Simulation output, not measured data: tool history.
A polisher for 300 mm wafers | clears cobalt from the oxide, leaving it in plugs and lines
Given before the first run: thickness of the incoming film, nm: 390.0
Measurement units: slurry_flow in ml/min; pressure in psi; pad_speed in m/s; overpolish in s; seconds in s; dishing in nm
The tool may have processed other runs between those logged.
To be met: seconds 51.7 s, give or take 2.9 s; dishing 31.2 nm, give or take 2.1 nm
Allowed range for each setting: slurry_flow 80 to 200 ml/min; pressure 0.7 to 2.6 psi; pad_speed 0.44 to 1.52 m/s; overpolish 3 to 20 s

run,day,slurry_flow,pressure,pad_speed,overpolish,seconds,dishing
1,0,130,1.6,0.98,10,77.423,33.069
2,0.121,155,1.6,0.98,10,73.928,33.895
3,0.404,155,1.6,0.88,10,85.415,32.057
4,0.475,155,1.8,0.9,9,73.208,32.474
5,0.742,155,1.8,0.9,6,72.98,23.318
6,1.079,155,1.6,0.9,6,82.472,21.97
7,1.346,155,1.8,0.9,6,75.321,24.205
8,1.567,165,2.3,0.94,5,58.465,24.591
9,1.754,165,2.5,1,8,49.984,38.644
10,2.054,165,2.5,1,7,50.527,35.223

5 candidate next runs follow, results not yet known. Just one meets every target within its allowed miss. Identify it.
A,2.354,155,2.3,1.02,8,?,?
B,2.354,140,2.6,1.08,8,?,?
C,2.354,140,2.4,0.92,8,?,?
D,2.354,160,2.3,0.92,7,?,?
E,2.354,155,2.3,1.06,6,?,?

move,seconds,dishing
A,53.287,36.982
B,46.126,40.269
C,57.781,35.148
D,58.589,31.865
E,51.332,31.369
A: the biggest miss grows against the last run
B: the biggest miss grows against the last run
C: the biggest miss grows against the last run
D: the worst result of the last run now meets its target, but another is out of spec
E: every result within its allowed miss
E meets every target.

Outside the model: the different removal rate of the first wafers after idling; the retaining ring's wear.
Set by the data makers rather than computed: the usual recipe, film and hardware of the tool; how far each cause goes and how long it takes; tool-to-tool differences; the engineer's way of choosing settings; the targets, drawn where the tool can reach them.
